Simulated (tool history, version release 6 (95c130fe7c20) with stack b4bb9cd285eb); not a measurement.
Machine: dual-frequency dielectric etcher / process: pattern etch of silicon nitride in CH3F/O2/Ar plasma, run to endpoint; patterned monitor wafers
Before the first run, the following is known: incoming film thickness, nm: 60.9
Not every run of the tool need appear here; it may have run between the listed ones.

run 1 hour=0.0 | source_power_(kW)=0.490 bias_power_(kW)=0.080 | endpoint_time_(s)=78.495
run 2 hour=2.5 | source_power_(kW)=0.460 bias_power_(kW)=0.080 | endpoint_time_(s)=79.797
run 3 hour=5.9 | source_power_(kW)=0.480 bias_power_(kW)=0.080 | endpoint_time_(s)=78.913
run 4 hour=13.7 | source_power_(kW)=0.480 bias_power_(kW)=0.085 | endpoint_time_(s)=77.274
run 5 hour=17.7 | source_power_(kW)=0.480 bias_power_(kW)=0.096 | endpoint_time_(s)=74.314
run 6 hour=21.8 | source_power_(kW)=0.450 bias_power_(kW)=0.096 | endpoint_time_(s)=76.182

Run 7 has not been measured yet. What should we expect?
run 7 hour=24.2 | source_power_(kW)=0.460 bias_power_(kW)=0.096 | endpoint_time_(s)=?

{"run 7": {"endpoint time (s)": 74.698}}

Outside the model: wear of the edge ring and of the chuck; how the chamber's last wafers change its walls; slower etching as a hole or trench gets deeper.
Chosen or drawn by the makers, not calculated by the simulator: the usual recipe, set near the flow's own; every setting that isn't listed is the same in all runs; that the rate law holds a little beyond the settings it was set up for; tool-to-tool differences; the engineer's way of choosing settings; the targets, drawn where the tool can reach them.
